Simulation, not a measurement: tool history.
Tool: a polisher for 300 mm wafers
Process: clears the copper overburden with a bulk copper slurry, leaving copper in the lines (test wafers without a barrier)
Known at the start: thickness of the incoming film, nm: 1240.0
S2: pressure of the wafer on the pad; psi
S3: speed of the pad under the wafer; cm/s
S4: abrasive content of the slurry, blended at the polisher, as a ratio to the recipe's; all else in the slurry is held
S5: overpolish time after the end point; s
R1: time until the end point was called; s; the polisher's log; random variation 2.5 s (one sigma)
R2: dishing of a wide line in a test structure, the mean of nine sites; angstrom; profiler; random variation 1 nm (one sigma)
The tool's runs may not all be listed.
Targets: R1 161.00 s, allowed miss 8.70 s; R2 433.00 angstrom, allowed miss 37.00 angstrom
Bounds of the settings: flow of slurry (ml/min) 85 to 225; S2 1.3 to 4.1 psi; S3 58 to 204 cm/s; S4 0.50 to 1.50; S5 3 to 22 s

Run 1, day 0.000: flow of slurry (ml/min) 145, S2 2.7 psi, S3 130 cm/s, S4 1.00, S5 11 s. Result: R1 128.43 s, R2 648.37 angstrom.
Run 2, day 0.367: flow of slurry (ml/min) 145, S2 2.6 psi, S3 130 cm/s, S4 1.00, S5 10 s. Result: R1 133.11 s, R2 577.36 angstrom.
Run 3, day 0.475: flow of slurry (ml/min) 145, S2 2.5 psi, S3 130 cm/s, S4 1.00, S5 10 s. Result: R1 134.56 s, R2 581.05 angstrom.
Run 4, day 0.650: flow of slurry (ml/min) 145, S2 2.5 psi, S3 130 cm/s, S4 1.20, S5 10 s. Result: R1 128.13 s, R2 593.38 angstrom.
Run 5, day 0.846: flow of slurry (ml/min) 120, S2 2.5 psi, S3 130 cm/s, S4 1.20, S5 10 s. Result: R1 136.32 s, R2 592.87 angstrom.
Run 6, day 0.929: flow of slurry (ml/min) 120, S2 2.4 psi, S3 130 cm/s, S4 1.20, S5 10 s. Result: R1 138.31 s, R2 531.68 angstrom.
Run 7, day 1.271: flow of slurry (ml/min) 120, S2 2.3 psi, S3 130 cm/s, S4 1.20, S5 10 s. Result: R1 144.32 s, R2 532.09 angstrom.
Run 8, day 1.333: flow of slurry (ml/min) 120, S2 2.2 psi, S3 130 cm/s, S4 1.20, S5 10 s. Result: R1 150.93 s, R2 534.70 angstrom.

Which of these 4 next moves meets every target?
Run A, day 1.396: flow of slurry (ml/min) 125, S2 1.6 psi, S3 152 cm/s, S4 1.20, S5 7 s. Result: R1 ?, R2 ?.
Run B, day 1.396: flow of slurry (ml/min) 135, S2 2.1 psi, S3 112 cm/s, S4 1.15, S5 9 s. Result: R1 ?, R2 ?.
Run C, day 1.396: flow of slurry (ml/min) 145, S2 2.0 psi, S3 118 cm/s, S4 1.20, S5 8 s. Result: R1 ?, R2 ?.
Run D, day 1.396: flow of slurry (ml/min) 115, S2 2.3 psi, S3 118 cm/s, S4 1.20, S5 8 s. Result: R1 ?, R2 ?.

move      R1      R2
   A  181.50  342.28
   B  187.84  416.92
   C  183.54  384.60
   D  165.97  421.66
A: takes the result that was furthest off past its target
B: brings the result that was furthest off to its target, and leaves another outside
C: takes the result that was furthest off past its target
D: meets every target
Move D is the one to make.
